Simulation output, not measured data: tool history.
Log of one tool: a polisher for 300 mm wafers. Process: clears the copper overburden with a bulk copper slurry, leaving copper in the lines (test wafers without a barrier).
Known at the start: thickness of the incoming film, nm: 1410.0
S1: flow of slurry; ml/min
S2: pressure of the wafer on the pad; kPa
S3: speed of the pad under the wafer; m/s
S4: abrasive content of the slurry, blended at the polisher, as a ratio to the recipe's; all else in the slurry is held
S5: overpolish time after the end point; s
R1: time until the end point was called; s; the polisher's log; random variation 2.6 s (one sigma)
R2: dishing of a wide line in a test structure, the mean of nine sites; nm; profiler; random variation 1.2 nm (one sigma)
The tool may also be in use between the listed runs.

Run 1, day 0.000: S1 195 ml/min, S2 23.4 kPa, S3 1.18 m/s, S4 1.00, S5 21 s. Result: R1 127.65 s, R2 99.271 nm.
Run 2, day 0.238: S1 195 ml/min, S2 23.4 kPa, S3 1.18 m/s, S4 1.00, S5 28 s. Result: R1 130.41 s, R2 109.870 nm.
Run 3, day 0.346: S1 195 ml/min, S2 23.4 kPa, S3 1.18 m/s, S4 1.00, S5 24 s. Result: R1 130.43 s, R2 101.860 nm.
Run 4, day 0.696: S1 195 ml/min, S2 23.4 kPa, S3 1.34 m/s, S4 1.00, S5 24 s. Result: R1 117.81 s, R2 109.520 nm.
Run 5, day 0.938: S1 190 ml/min, S2 20.7 kPa, S3 1.32 m/s, S4 1.00, S5 27 s. Result: R1 135.07 s, R2 105.780 nm.
Run 6, day 1.117: S1 190 ml/min, S2 20.7 kPa, S3 1.32 m/s, S4 1.15, S5 27 s. Result: R1 129.06 s, R2 105.300 nm.

Predict the results of run 7:
Run 7, day 1.271: S1 185 ml/min, S2 18.6 kPa, S3 1.30 m/s, S4 1.10, S5 29 s. Result: R1 ?, R2 ?.

{"run 7": {"R1": 148.18, "R2": 102.23}}
